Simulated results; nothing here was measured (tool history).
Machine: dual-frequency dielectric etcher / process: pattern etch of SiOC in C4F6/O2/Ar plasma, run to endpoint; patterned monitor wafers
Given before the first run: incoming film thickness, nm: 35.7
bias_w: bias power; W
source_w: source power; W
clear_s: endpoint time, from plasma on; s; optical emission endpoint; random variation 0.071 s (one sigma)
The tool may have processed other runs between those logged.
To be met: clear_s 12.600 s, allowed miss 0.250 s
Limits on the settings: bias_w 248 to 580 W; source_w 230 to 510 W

| run | hour | bias_w | source_w | clear_s |
|---|---|---|---|---|
| 1 | 0.0 | 414 | 370 | 13.598 |
| 2 | 6.1 | 432 | 370 | 13.427 |
| 3 | 11.1 | 447 | 370 | 13.335 |
| 4 | 12.4 | 400 | 370 | 13.855 |
| 5 | 21.0 | 349 | 370 | 14.014 |
| 6 | 22.3 | 349 | 340 | 14.522 |
| 7 | 23.9 | 386 | 360 | 13.944 |
| 8 | 29.1 | 469 | 390 | 13.129 |
| 9 | 34.5 | 482 | 400 | 12.839 |
| 10 | 36.0 | 487 | 400 | 12.892 |

Of the 5 settings listed for the next run, only one would bring every result within its allowed miss of target. Which one?
| A | 37.5 | 447 | 380 | ? |
| B | 37.5 | 458 | 350 | ? |
| C | 37.5 | 479 | 430 | ? |
| D | 37.5 | 488 | 370 | ? |
| E | 37.5 | 480 | 350 | ? |

| move | clear_s |
|---|---|
| A | 13.331 |
| B | 13.582 |
| C | 12.655 |
| D | 13.175 |
| E | 13.440 |
A: misses by more than the last run did
B: misses by more than the last run did
C: hits every target within its allowed miss
D: misses by more than the last run did
E: misses by more than the last run did
C meets every target.
